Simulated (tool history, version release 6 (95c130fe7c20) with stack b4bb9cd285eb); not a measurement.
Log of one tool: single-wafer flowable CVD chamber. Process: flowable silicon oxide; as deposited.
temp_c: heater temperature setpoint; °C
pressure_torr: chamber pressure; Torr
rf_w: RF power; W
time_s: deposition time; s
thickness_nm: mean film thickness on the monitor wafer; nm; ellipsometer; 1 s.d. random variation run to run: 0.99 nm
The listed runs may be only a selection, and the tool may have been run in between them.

run 1 hour=0 | temp_c=95 pressure_torr=0.82 rf_w=2420 time_s=684 | thickness_nm=532.18
run 2 hour=4.5 | temp_c=98 pressure_torr=0.82 rf_w=2420 time_s=684 | thickness_nm=478.03
run 3 hour=9.3 | temp_c=100 pressure_torr=0.82 rf_w=2420 time_s=684 | thickness_nm=445.44
run 4 hour=16 | temp_c=102 pressure_torr=0.82 rf_w=2420 time_s=684 | thickness_nm=416.49
run 5 hour=18 | temp_c=102 pressure_torr=0.82 rf_w=2420 time_s=684 | thickness_nm=414.28
run 6 hour=19.6 | temp_c=103 pressure_torr=0.82 rf_w=2420 time_s=684 | thickness_nm=400.02
run 7 hour=24 | temp_c=104 pressure_torr=0.82 rf_w=2420 time_s=684 | thickness_nm=387.83
run 8 hour=27.9 | temp_c=105 pressure_torr=0.82 rf_w=2420 time_s=684 | thickness_nm=373.17

Expected results for the next run?
run 9 hour=29.8 | temp_c=108 pressure_torr=0.82 rf_w=2420 time_s=684 | thickness_nm=?

{"run 9": {"thickness_nm": 335.14}}

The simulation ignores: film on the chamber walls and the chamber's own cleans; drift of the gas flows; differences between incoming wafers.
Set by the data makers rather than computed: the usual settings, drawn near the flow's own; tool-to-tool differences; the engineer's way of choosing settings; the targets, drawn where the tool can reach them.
